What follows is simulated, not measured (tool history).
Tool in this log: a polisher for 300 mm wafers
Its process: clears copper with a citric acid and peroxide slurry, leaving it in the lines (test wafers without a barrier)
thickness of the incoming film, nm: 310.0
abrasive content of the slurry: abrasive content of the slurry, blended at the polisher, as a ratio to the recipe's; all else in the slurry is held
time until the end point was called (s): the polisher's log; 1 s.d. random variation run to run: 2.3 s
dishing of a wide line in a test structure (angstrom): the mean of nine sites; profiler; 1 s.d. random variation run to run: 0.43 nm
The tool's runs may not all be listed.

| run | hour | flow of slurry (ml/min) | pressure of the wafer on the pad (kPa) | speed of the pad under the wafer (m/s) | abrasive content of the slurry | overpolish time after the end point (s) | time until the end point was called (s) | dishing of a wide line in a test structure (angstrom) |
|---|---|---|---|---|---|---|---|---|
| 1 | 0 | 175 | 17.2 | 1.34 | 1 | 14 | 176.62 | 211.93 |
| 2 | 2.1 | 170 | 16.5 | 1.34 | 1 | 15 | 182.25 | 219.37 |
| 3 | 2.6 | 170 | 15.9 | 1.34 | 1 | 16 | 190.69 | 222.7 |
| 4 | 7.9 | 170 | 15.2 | 1.34 | 1 | 16 | 190.82 | 224.62 |
| 5 | 16.1 | 170 | 15.2 | 1.34 | 1 | 22 | 192.51 | 287.03 |
| 6 | 24.3 | 200 | 15.2 | 1.34 | 1 | 22 | 191.14 | 296.75 |
| 7 | 29.4 | 200 | 14.5 | 1.34 | 1 | 21 | 198.7 | 285.28 |

Predict the results of run 8:
|  | 31.9 | worn pad replaced by a new one |
| 8 | 31.9 | 200 | 14.5 | 1.34 | 1 | 21 | ? | ? |

{"run 8": {"time until the end point was called (s)": 170.4, "dishing of a wide line in a test structure (angstrom)": 312.16}}

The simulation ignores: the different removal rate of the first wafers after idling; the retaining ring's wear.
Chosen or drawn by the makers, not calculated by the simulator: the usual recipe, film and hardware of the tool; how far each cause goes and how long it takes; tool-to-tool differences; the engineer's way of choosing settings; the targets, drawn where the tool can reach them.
